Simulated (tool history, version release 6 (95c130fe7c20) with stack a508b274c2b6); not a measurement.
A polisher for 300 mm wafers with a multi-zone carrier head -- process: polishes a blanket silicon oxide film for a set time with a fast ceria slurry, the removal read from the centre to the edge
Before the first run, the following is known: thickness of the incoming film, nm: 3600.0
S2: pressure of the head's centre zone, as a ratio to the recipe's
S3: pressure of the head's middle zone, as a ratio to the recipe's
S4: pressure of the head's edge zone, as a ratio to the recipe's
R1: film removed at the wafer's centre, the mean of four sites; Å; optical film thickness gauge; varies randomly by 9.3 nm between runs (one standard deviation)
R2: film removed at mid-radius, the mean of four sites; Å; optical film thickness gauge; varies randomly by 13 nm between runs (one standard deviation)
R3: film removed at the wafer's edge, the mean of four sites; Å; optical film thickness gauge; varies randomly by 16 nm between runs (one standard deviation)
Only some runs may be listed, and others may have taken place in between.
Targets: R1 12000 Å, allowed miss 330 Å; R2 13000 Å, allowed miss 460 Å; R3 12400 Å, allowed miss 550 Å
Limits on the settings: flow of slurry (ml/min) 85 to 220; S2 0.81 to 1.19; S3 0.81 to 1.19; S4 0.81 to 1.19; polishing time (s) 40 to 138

run 1 hour=0 | flow_of_slurry_(ml/min)=140 S2=1 S3=1 S4=1 polishing_time_(s)=88 | R1=8855.9 R2=9369.2 R3=8689.4
run 2 hour=4.5 | flow_of_slurry_(ml/min)=150 S2=1 S3=1.02 S4=1.05 polishing_time_(s)=94 | R1=9722 R2=10157 R3=9608.8
run 3 hour=8.6 | flow_of_slurry_(ml/min)=150 S2=1.04 S3=1.02 S4=1.05 polishing_time_(s)=94 | R1=9951.9 R2=10337 R3=9531.9
run 4 hour=16.4 | flow_of_slurry_(ml/min)=150 S2=1.1 S3=1.02 S4=1.05 polishing_time_(s)=94 | R1=10359 R2=10122 R3=9694.8
run 5 hour=17.9 | flow_of_slurry_(ml/min)=150 S2=1.1 S3=1.02 S4=1.05 polishing_time_(s)=105 | R1=11499 R2=11501 R3=10606
run 6 hour=26.9 | flow_of_slurry_(ml/min)=150 S2=1.1 S3=1.02 S4=1.05 polishing_time_(s)=113 | R1=12472 R2=12385 R3=11779
-- hour=32.2 slurry nozzle cleaned
run 7 hour=32.2 | flow_of_slurry_(ml/min)=150 S2=1.08 S3=1.03 S4=1.07 polishing_time_(s)=114 | R1=12916 R2=13211 R3=12042
run 8 hour=36 | flow_of_slurry_(ml/min)=140 S2=1.05 S3=1.02 S4=1.09 polishing_time_(s)=114 | R1=12388 R2=12605 R3=12222
run 9 hour=44.1 | flow_of_slurry_(ml/min)=140 S2=1.03 S3=1.03 S4=1.09 polishing_time_(s)=114 | R1=12452 R2=12981 R3=12201

Which of these 4 next moves meets every target?
run A hour=52.2 | flow_of_slurry_(ml/min)=150 S2=1.14 S3=1.02 S4=1.13 polishing_time_(s)=113 | R1=? R2=? R3=?
run B hour=52.2 | flow_of_slurry_(ml/min)=205 S2=1.12 S3=1.09 S4=1.07 polishing_time_(s)=102 | R1=? R2=? R3=?
run C hour=52.2 | flow_of_slurry_(ml/min)=135 S2=1.06 S3=1 S4=1.16 polishing_time_(s)=117 | R1=? R2=? R3=?
run D hour=52.2 | flow_of_slurry_(ml/min)=115 S2=0.99 S3=1.03 S4=1.1 polishing_time_(s)=120 | R1=? R2=? R3=?

move=A R1=13167 R2=12989 R3=12311
move=B R1=12493 R2=13098 R3=11266
move=C R1=12666 R2=12927 R3=12696
move=D R1=11873 R2=13054 R3=12343
A: the biggest miss grows against the last run
B: the biggest miss grows against the last run
C: the biggest miss grows against the last run
D: all results land within tolerance of their targets
D is the move that brings every result within its allowed miss.
